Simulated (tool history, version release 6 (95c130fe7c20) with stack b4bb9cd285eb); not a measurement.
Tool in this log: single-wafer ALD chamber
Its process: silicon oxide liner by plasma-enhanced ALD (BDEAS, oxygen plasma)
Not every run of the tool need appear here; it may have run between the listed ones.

run	day	heater temperature setpoint (K)	number of ALD cycles (cycles)	mean film thickness on the monitor wafer (nm)
1	0.000	593.15	49	4.1376
2	0.262	584.15	49	4.2139
3	0.567	585.15	48	4.1004
4	0.725	585.15	53	4.5253
5	0.838	585.15	57	4.8692
6	1.054	585.15	62	5.3195
7	1.175	586.15	60	5.1148
# day 1.346: thermocouple changed; heater temperature recalibrated
8	1.346	587.15	58	4.9123

For run 9, what comes out?
9	1.688	588.15	56	?

{"run 9": {"mean film thickness on the monitor wafer (nm)": 4.7185}}
